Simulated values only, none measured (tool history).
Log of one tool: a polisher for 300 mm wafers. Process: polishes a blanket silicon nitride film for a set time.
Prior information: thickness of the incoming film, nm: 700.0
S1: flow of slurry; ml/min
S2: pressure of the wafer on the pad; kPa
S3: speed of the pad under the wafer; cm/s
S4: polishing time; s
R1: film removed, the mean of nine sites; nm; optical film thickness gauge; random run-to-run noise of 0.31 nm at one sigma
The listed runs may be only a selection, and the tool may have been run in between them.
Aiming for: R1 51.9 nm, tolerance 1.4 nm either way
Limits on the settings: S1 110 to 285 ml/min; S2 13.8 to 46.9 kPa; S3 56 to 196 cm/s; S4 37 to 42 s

| run | hour | S1 | S2 | S3 | S4 | R1 |
|---|---|---|---|---|---|---|
| 1 | 0 | 180 | 30.3 | 126 | 42 | 103.2 |
| 2 | 6.1 | 180 | 30.3 | 110 | 42 | 94.137 |
| 3 | 7 | 175 | 26.2 | 108 | 42 | 80.445 |
| 4 | 11.1 | 170 | 22.8 | 108 | 42 | 70.744 |
| 5 | 16.1 | 165 | 20.7 | 108 | 42 | 63.479 |
| 6 | 19.9 | 155 | 20 | 108 | 42 | 60.698 |
| 7 | 21.8 | 145 | 19.3 | 108 | 42 | 58.283 |
| 8 | 27.3 | 125 | 15.9 | 108 | 42 | 47.425 |
| 9 | 31.5 | 135 | 15.9 | 108 | 42 | 47.619 |
| 10 | 36.4 | 145 | 15.9 | 108 | 42 | 48.358 |
| 11 | 41.3 | 155 | 15.9 | 108 | 42 | 48.779 |
| 12 | 49.4 | 160 | 15.9 | 108 | 42 | 49.298 |
| 13 | 54 | 185 | 17.2 | 108 | 42 | 53.673 |
| 14 | 55.7 | 180 | 17.2 | 108 | 42 | 53.69 |

4 candidate next runs follow, results not yet known. Just one meets every target within its allowed miss. Identify it.
| A | 57.4 | 195 | 17.2 | 108 | 37 | ? |
| B | 57.4 | 205 | 18.6 | 98 | 37 | ? |
| C | 57.4 | 175 | 14.5 | 124 | 42 | ? |
| D | 57.4 | 130 | 22.1 | 82 | 40 | ? |

| move | R1 |
|---|---|
| A | 47.627 |
| B | 48.354 |
| C | 49.646 |
| D | 51.674 |
A: moves the result that the last run missed by most past its target, out the other side
B: moves the result that the last run missed by most past its target, out the other side
C: moves the result that the last run missed by most past its target, out the other side
D: hits every target within its allowed miss
Answer: D

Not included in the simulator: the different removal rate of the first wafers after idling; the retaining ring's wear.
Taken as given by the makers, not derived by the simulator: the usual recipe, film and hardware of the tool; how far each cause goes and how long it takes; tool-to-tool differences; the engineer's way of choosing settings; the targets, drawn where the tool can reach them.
